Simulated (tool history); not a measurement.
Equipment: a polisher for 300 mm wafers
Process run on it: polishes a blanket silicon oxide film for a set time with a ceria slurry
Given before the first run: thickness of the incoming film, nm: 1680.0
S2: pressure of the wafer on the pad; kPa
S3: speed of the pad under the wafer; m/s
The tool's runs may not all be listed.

{"run": 1, "hour": 0.0, "flow of slurry (ml/min)": 185, "S2": 20.7, "S3": 0.92, "polishing time (s)": 121, "film removed (nm)": 490.47}
{"run": 2, "hour": 6.0, "flow of slurry (ml/min)": 220, "S2": 20.7, "S3": 0.92, "polishing time (s)": 121, "film removed (nm)": 502.05}
{"run": 3, "hour": 15.0, "flow of slurry (ml/min)": 225, "S2": 22.8, "S3": 0.92, "polishing time (s)": 121, "film removed (nm)": 545.8}
{"run": 4, "hour": 23.2, "flow of slurry (ml/min)": 225, "S2": 22.8, "S3": 0.92, "polishing time (s)": 127, "film removed (nm)": 561.05}
{"run": 5, "hour": 27.0, "flow of slurry (ml/min)": 225, "S2": 22.8, "S3": 0.76, "polishing time (s)": 127, "film removed (nm)": 472.56}
{"run": 6, "hour": 32.5, "flow of slurry (ml/min)": 225, "S2": 22.8, "S3": 0.76, "polishing time (s)": 127, "film removed (nm)": 478.11}

The next listed run, before its measurement:
{"run": 7, "hour": 41.3, "flow of slurry (ml/min)": 225, "S2": 24.1, "S3": 0.8, "polishing time (s)": 127, "film removed (nm)": "?"}

{"run 7": {"film removed (nm)": 515.2}}

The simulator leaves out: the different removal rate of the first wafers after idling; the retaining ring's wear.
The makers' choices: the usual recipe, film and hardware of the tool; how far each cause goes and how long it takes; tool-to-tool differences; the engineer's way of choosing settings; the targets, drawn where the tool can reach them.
